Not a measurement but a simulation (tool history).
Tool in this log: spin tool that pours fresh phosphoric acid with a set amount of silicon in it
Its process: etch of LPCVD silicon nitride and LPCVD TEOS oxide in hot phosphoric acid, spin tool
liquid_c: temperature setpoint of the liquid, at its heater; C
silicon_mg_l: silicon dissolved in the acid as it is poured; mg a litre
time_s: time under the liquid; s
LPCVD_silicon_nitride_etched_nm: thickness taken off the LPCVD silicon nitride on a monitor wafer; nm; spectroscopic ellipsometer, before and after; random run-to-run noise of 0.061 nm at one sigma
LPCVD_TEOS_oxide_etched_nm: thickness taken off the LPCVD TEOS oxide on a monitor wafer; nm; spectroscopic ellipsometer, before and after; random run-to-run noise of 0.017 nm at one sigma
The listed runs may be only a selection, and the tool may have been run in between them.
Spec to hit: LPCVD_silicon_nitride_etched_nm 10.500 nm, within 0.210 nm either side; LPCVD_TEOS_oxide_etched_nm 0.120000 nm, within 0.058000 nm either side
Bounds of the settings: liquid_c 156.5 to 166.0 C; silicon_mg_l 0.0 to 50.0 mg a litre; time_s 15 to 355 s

run   hour  liquid_c  silicon_mg_l  time_s  LPCVD_silicon_nitride_etched_nm  LPCVD_TEOS_oxide_etched_nm
  1    0.0     161.0          25.0     180                           16.134                    0.278260
  2    7.2     160.0          27.0     165                           14.222                    0.274290
  3   15.9     159.5          33.5     155                           13.149                    0.137080
  4   16.7     159.0          32.5     150                           12.440                    0.162610
  5   18.8     158.5          33.5     145                           11.863                    0.134600
  6   22.5     158.0          33.5     145                           11.530                    0.147340
  7   24.6     158.0          33.5     145                           11.522                    0.118880
  8   31.9     157.5          32.5     145                           11.413                    0.116440
  9   38.8     157.5          31.0     140                           11.133                    0.110660
 10   47.8     157.5          31.0     140                           11.107                    0.144300
 11   53.6     157.5          31.0     140                           10.963                    0.122200
 12   58.0     157.5          30.0     140                           11.078                    0.139670
 13   63.6     157.5          30.5     140                           11.070                    0.121800
 14   69.5     157.5          29.5     140                           11.072                    0.118530
 15   72.5     157.5          27.5     140                           10.968                    0.146340
 16   74.4     157.5          27.5     140                           11.077                    0.131920
 17   82.7     157.5          27.0     140                           11.083                    0.172630
 18   85.6     157.5          27.0     140                           11.089                    0.140350
 19   91.0     157.0          27.5     140                           10.742                    0.145300
 20   98.7     157.0          28.5     140                           10.884                    0.143640
 21  103.6     157.0          29.5     140                           10.786                    0.110330
 22  111.5     157.0          29.5     140                           10.776                    0.152760
 23  114.9     157.0          31.0     140                           10.875                    0.121440
 24  123.8     157.0          30.5     140                           10.901                    0.120940
 25  130.5     157.0          30.0     140                           10.826                    0.127740

Of the 4 settings listed for the next run, only one would bring every result within its allowed miss of target. Which one?
  A  137.2     157.5          45.0     140                                ?                           ?
  B  137.2     157.0          28.5     135                                ?                           ?
  C  137.2     156.5          27.5     150                                ?                           ?
  D  137.2     157.5          50.0     140                                ?                           ?

move  LPCVD_silicon_nitride_etched_nm  LPCVD_TEOS_oxide_etched_nm
   A                           11.086                    0.056891
   B                           10.510                    0.133990
   C                           11.480                    0.148800
   D                           11.086                    0.056891
A: lands further from the targets than the last run did
B: in spec on every target
C: lands further from the targets than the last run did
D: lands further from the targets than the last run did
Go with B: it meets all targets.

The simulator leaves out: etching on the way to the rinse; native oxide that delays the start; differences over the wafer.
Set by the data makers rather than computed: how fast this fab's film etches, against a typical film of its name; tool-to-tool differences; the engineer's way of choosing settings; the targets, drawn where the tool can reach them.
